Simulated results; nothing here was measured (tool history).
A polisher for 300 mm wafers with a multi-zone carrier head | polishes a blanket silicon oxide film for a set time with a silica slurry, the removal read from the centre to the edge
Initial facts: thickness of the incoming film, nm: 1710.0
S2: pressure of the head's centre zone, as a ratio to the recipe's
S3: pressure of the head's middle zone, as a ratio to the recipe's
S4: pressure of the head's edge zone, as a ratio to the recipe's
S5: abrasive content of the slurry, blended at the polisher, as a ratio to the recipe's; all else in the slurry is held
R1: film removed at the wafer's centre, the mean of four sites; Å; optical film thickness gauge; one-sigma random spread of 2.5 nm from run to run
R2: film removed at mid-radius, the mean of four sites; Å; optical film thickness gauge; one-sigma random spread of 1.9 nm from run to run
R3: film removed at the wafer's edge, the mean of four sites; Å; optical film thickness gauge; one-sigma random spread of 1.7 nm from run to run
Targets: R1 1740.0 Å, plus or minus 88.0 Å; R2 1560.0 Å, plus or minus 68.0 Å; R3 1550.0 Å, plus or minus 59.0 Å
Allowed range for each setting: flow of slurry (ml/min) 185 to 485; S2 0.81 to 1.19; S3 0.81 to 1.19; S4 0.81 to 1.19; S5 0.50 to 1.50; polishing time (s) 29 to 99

run 1 hour=0.0 | flow_of_slurry_(ml/min)=310 S2=1.00 S3=1.00 S4=1.00 S5=1.00 polishing_time_(s)=64 | R1=2066.5 R2=2028.2 R3=2028.2
run 2 hour=1.9 | flow_of_slurry_(ml/min)=310 S2=1.01 S3=0.98 S4=0.97 S5=0.85 polishing_time_(s)=63 | R1=1951.6 R2=1889.9 R3=1875.3
run 3 hour=10.6 | flow_of_slurry_(ml/min)=310 S2=1.03 S3=0.96 S4=0.95 S5=0.75 polishing_time_(s)=62 | R1=1834.7 R2=1762.2 R3=1731.6
run 4 hour=17.6 | flow_of_slurry_(ml/min)=310 S2=1.04 S3=0.93 S4=0.93 S5=0.70 polishing_time_(s)=62 | R1=1839.1 R2=1682.3 R3=1664.4
run 5 hour=21.4 | flow_of_slurry_(ml/min)=310 S2=1.11 S3=0.93 S4=0.93 S5=0.70 polishing_time_(s)=62 | R1=1893.2 R2=1634.8 R3=1681.1
run 6 hour=24.6 | flow_of_slurry_(ml/min)=310 S2=1.16 S3=0.93 S4=0.93 S5=0.70 polishing_time_(s)=62 | R1=2017.4 R2=1646.5 R3=1646.5
run 7 hour=31.0 | flow_of_slurry_(ml/min)=305 S2=1.13 S3=0.93 S4=0.92 S5=0.65 polishing_time_(s)=62 | R1=1869.8 R2=1606.3 R3=1593.0
run 8 hour=34.9 | flow_of_slurry_(ml/min)=295 S2=1.11 S3=0.93 S4=0.92 S5=0.65 polishing_time_(s)=62 | R1=1843.0 R2=1596.4 R3=1603.9

Which single option among these 5 for the next run brings every result within its allowed miss of target? Just one does.
run A hour=38.8 | flow_of_slurry_(ml/min)=280 S2=1.07 S3=0.93 S4=0.87 S5=0.55 polishing_time_(s)=65 | R1=? R2=? R3=?
run B hour=38.8 | flow_of_slurry_(ml/min)=325 S2=1.18 S3=0.92 S4=0.85 S5=0.70 polishing_time_(s)=59 | R1=? R2=? R3=?
run C hour=38.8 | flow_of_slurry_(ml/min)=310 S2=1.19 S3=0.97 S4=0.81 S5=0.55 polishing_time_(s)=68 | R1=? R2=? R3=?
run D hour=38.8 | flow_of_slurry_(ml/min)=185 S2=1.03 S3=0.86 S4=1.06 S5=0.80 polishing_time_(s)=58 | R1=? R2=? R3=?
run E hour=38.8 | flow_of_slurry_(ml/min)=400 S2=1.19 S3=1.01 S4=0.81 S5=0.50 polishing_time_(s)=70 | R1=? R2=? R3=?

move=A R1=1716.7 R2=1537.5 R3=1537.3
move=B R1=1905.9 R2=1553.3 R3=1547.3
move=C R1=1985.9 R2=1679.7 R3=1567.3
move=D R1=1662.4 R2=1448.5 R3=1716.2
move=E R1=2001.9 R2=1747.9 R3=1568.7
A: in spec on every target
B: the biggest miss grows against the last run
C: the biggest miss grows against the last run
D: corrects the largest miss of the last run, while another result sits out of spec
E: the biggest miss grows against the last run
Move A is the one to make.
